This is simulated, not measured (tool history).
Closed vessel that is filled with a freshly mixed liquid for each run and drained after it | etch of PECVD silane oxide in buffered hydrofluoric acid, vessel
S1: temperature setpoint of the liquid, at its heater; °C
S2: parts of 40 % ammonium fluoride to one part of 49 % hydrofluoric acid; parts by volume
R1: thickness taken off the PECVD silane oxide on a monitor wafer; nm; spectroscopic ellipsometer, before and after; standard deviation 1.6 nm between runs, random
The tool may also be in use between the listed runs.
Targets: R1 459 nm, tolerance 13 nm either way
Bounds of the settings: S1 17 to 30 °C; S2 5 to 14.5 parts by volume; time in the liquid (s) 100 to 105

Run 1, hour 0: S1 22 °C, S2 9 parts by volume, time in the liquid (s) 100. Result: R1 387.96 nm.
Run 2, hour 0.6: S1 23.5 °C, S2 9 parts by volume, time in the liquid (s) 100. Result: R1 418.17 nm.
Run 3, hour 2.2: S1 23.5 °C, S2 7 parts by volume, time in the liquid (s) 100. Result: R1 543.63 nm.
Run 4, hour 5.3: S1 23.5 °C, S2 7 parts by volume, time in the liquid (s) 105. Result: R1 568.67 nm.
Run 5, hour 14: S1 23 °C, S2 7 parts by volume, time in the liquid (s) 105. Result: R1 554.87 nm.
Run 6, hour 20.8: S1 22.5 °C, S2 7 parts by volume, time in the liquid (s) 105. Result: R1 537.26 nm.
At hour 23.4: hydrofluoric acid flow meter replaced.
Run 7, hour 23.4: S1 22 °C, S2 7 parts by volume, time in the liquid (s) 105. Result: R1 496.69 nm.
Run 8, hour 26.4: S1 21.5 °C, S2 7 parts by volume, time in the liquid (s) 105. Result: R1 484.31 nm.

4 next moves are on the table. One of them brings every result within its allowed miss. Which?
Run A, hour 29.4: S1 21 °C, S2 6 parts by volume, time in the liquid (s) 100. Result: R1 ?.
Run B, hour 29.4: S1 26.5 °C, S2 9 parts by volume, time in the liquid (s) 100. Result: R1 ?.
Run C, hour 29.4: S1 20.5 °C, S2 6 parts by volume, time in the liquid (s) 105. Result: R1 ?.
Run D, hour 29.4: S1 21.5 °C, S2 6 parts by volume, time in the liquid (s) 100. Result: R1 ?.

move      R1
   A  513.72
   B  462.25
   C  524.62
   D  528.15
A: further off than the last run
B: every result within its allowed miss
C: further off than the last run
D: further off than the last run
B is the move that brings every result within its allowed miss.
